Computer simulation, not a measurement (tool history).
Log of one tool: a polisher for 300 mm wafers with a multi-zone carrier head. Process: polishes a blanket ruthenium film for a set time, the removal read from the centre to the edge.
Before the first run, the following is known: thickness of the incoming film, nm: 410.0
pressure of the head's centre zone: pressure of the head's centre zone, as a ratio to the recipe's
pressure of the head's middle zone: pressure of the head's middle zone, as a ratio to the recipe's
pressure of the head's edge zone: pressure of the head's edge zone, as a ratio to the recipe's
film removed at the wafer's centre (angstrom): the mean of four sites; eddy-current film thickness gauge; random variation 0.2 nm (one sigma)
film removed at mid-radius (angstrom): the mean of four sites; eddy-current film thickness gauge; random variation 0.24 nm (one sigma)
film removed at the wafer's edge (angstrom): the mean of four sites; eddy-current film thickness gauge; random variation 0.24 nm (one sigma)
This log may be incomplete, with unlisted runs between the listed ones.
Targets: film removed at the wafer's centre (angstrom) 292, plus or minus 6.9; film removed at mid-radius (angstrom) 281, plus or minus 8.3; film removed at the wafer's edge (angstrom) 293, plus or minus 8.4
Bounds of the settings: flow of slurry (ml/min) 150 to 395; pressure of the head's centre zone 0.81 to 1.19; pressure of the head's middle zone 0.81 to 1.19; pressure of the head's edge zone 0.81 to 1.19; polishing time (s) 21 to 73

run    day  flow of slurry (ml/min)  pressure of the head's centre zone  pressure of the head's middle zone  pressure of the head's edge zone  polishing time (s)  film removed at the wafer's centre (angstrom)  film removed at mid-radius (angstrom)  film removed at the wafer's edge (angstrom)
  1      0                      250                                   1                                   1                                 1                  47                                         430.11                                  425.9                                       430.26
  2  0.121                      245                                0.98                                0.97                              0.96                  43                                         391.94                                  380.9                                       390.21
  3  0.367                      240                                0.96                                0.95                              0.93                  40                                         354.69                                 346.21                                       351.52
  4  0.396                      230                                0.94                                0.92                               0.9                  39                                         334.95                                 325.67                                       340.18
  5  0.633                      230                                0.94                                0.92                               0.9                  50                                         426.33                                 422.71                                       434.35
  6    0.8                      230                                0.94                                0.87                               0.9                  50                                         429.06                                 405.82                                       436.62
  7  0.983                      230                                0.93                                0.87                              0.88                  46                                         392.55                                 372.39                                       395.97
  8  1.096                      225                                0.92                                0.87                              0.86                  43                                         361.08                                 348.83                                       371.62
  9  1.267                      225                                0.92                                0.87                              0.85                  40                                         332.12                                 316.36                                       339.44
 10  1.308                      225                                0.92                                0.88                              0.84                  39                                         327.92                                 312.65                                       332.45
 11   1.45                      220                                0.92                                0.89                              0.83                  38                                         318.97                                 309.33                                       316.57
 12  1.754                      210                                0.92                                0.88                              0.82                  37                                         305.23                                 296.47                                        310.9
 13  1.942                      205                                0.93                                0.88                              0.82                  37                                         306.49                                 299.23                                       309.57
 14  2.088                      200                                0.94                                0.87                              0.82                  37                                         313.72                                 293.37                                        301.5
 15  2.338                      165                                0.89                                0.85                              0.81                  36                                         279.61                                  269.1                                       296.61
 16  2.712                      175                                 0.9                                0.86                              0.81                  36                                         285.62                                 276.85                                       291.12

Next run, 4 choices. One meets every target within its allowed miss, the rest don't. Which?
  A  3.088                      200                                0.87                                0.81                              0.85                  36                                              ?                                      ?                                            ?
  B  3.088                      150                                 0.9                                 0.9                              0.82                  36                                              ?                                      ?                                            ?
  C  3.088                      155                                 0.9                                0.85                              0.82                  36                                              ?                                      ?                                            ?
  D  3.088                      175                                0.92                                0.87                              0.81                  36                                              ?                                      ?                                            ?

move  film removed at the wafer's centre (angstrom)  film removed at mid-radius (angstrom)  film removed at the wafer's edge (angstrom)
   A                                          279.6                                 272.63                                       300.83
   B                                         277.14                                 285.49                                       287.41
   C                                         278.56                                 273.86                                       288.61
   D                                         290.32                                 283.83                                       290.57
A: moves away from the targets compared with the last run
B: moves away from the targets compared with the last run
C: moves away from the targets compared with the last run
D: all results land within tolerance of their targets
The move that meets every target is D.
